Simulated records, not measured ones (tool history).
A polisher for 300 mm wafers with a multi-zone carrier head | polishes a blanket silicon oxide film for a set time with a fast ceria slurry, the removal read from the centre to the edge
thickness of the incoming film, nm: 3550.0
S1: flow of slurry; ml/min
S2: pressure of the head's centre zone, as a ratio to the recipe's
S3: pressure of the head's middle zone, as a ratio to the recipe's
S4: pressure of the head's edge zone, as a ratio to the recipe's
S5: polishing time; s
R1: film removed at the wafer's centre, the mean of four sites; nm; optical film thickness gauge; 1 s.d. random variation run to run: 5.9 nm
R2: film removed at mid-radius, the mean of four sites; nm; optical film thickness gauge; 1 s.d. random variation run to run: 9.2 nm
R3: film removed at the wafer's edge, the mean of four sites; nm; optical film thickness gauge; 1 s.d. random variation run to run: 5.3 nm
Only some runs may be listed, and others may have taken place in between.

| run | hour | S1 | S2 | S3 | S4 | S5 | R1 | R2 | R3 |
|---|---|---|---|---|---|---|---|---|---|
| 1 | 0.0 | 215 | 1.00 | 1.00 | 1.00 | 83 | 848.13 | 860.83 | 849.08 |
| 2 | 5.5 | 205 | 0.97 | 0.97 | 0.96 | 81 | 799.73 | 784.88 | 823.34 |
| 3 | 8.2 | 205 | 0.97 | 1.04 | 0.96 | 81 | 795.65 | 866.76 | 822.10 |
| 4 | 9.8 | 205 | 1.05 | 1.04 | 0.96 | 81 | 849.92 | 858.89 | 823.51 |
| 5 | 12.2 | 200 | 1.01 | 1.02 | 0.95 | 78 | 798.54 | 795.88 | 783.00 |
| 6 | 18.6 | 190 | 0.97 | 1.01 | 0.93 | 77 | 753.30 | 782.08 | 774.75 |
| 7 | 22.3 | 190 | 0.96 | 1.00 | 0.92 | 75 | 717.55 | 765.24 | 744.78 |
| 8 | 23.0 | 180 | 0.95 | 0.99 | 0.91 | 75 | 712.98 | 764.08 | 718.66 |

What will run 9 give?
| 9 | 25.2 | 180 | 0.93 | 0.97 | 0.92 | 75 | ? | ? | ? |

Logged for run 9: R1 702.27 nm, R2 724.00 nm, R3 733.59 nm.
